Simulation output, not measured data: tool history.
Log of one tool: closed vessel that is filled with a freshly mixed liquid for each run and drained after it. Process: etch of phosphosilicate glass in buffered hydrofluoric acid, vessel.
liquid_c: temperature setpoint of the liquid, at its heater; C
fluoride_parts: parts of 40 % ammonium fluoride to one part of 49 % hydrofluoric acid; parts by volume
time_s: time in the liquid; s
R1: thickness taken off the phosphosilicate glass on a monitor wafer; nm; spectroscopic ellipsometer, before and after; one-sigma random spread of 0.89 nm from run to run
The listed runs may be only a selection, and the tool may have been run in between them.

Run 1, hour 0.0: liquid_c 23.0 C, fluoride_parts 11.5 parts by volume, time_s 105 s. Result: R1 522.58 nm.
Run 2, hour 8.2: liquid_c 22.0 C, fluoride_parts 12.0 parts by volume, time_s 105 s. Result: R1 472.22 nm.
Run 3, hour 16.8: liquid_c 21.0 C, fluoride_parts 12.5 parts by volume, time_s 105 s. Result: R1 430.97 nm.
Run 4, hour 20.0: liquid_c 21.0 C, fluoride_parts 12.5 parts by volume, time_s 105 s. Result: R1 430.27 nm.
Run 5, hour 21.8: liquid_c 21.0 C, fluoride_parts 12.5 parts by volume, time_s 105 s. Result: R1 430.03 nm.
Run 6, hour 24.5: liquid_c 20.5 C, fluoride_parts 13.0 parts by volume, time_s 105 s. Result: R1 400.00 nm.
Run 7, hour 28.0: liquid_c 20.0 C, fluoride_parts 13.5 parts by volume, time_s 105 s. Result: R1 378.45 nm.

Forecast run 8:
Run 8, hour 36.2: liquid_c 19.5 C, fluoride_parts 13.5 parts by volume, time_s 105 s. Result: R1 ?.

R1: 365.45 nm
